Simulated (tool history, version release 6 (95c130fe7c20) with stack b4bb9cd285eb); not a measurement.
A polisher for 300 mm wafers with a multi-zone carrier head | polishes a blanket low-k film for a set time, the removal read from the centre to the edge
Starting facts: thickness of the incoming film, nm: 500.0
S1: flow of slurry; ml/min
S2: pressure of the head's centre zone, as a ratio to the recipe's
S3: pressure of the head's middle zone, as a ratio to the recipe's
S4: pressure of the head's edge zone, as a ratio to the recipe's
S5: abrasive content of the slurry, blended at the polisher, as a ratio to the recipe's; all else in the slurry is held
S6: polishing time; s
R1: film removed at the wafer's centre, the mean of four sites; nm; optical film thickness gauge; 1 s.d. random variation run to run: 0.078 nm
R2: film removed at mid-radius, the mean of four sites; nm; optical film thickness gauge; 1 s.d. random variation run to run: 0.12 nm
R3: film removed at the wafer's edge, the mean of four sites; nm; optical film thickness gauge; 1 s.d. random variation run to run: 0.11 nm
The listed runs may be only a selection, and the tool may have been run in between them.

run 1 hour=0.0 | S1=310 S2=1.00 S3=1.00 S4=1.00 S5=1.00 S6=72 | R1=14.112 R2=14.404 R3=14.481
run 2 hour=6.5 | S1=375 S2=1.00 S3=1.00 S4=1.00 S5=1.00 S6=72 | R1=14.470 R2=14.528 R3=14.315
run 3 hour=9.5 | S1=375 S2=1.00 S3=1.00 S4=1.00 S5=0.85 S6=72 | R1=13.378 R2=13.587 R3=13.354
run 4 hour=11.2 | S1=375 S2=1.00 S3=1.00 S4=1.00 S5=0.85 S6=81 | R1=15.186 R2=15.279 R3=15.571
run 5 hour=15.8 | S1=375 S2=1.00 S3=1.00 S4=1.00 S5=0.85 S6=91 | R1=17.150 R2=17.122 R3=16.936
run 6 hour=17.8 | S1=375 S2=0.92 S3=1.00 S4=1.00 S5=0.85 S6=91 | R1=15.601 R2=16.936 R3=17.117
run 7 hour=19.6 | S1=385 S2=0.93 S3=0.97 S4=0.98 S5=0.80 S6=85 | R1=14.568 R2=15.040 R3=15.573

What will run 8 give?
run 8 hour=23.6 | S1=385 S2=0.93 S3=0.97 S4=0.98 S5=0.80 S6=85 | R1=? R2=? R3=?

{"run 8": {"R1": 14.414, "R2": 14.999, "R3": 15.358}}

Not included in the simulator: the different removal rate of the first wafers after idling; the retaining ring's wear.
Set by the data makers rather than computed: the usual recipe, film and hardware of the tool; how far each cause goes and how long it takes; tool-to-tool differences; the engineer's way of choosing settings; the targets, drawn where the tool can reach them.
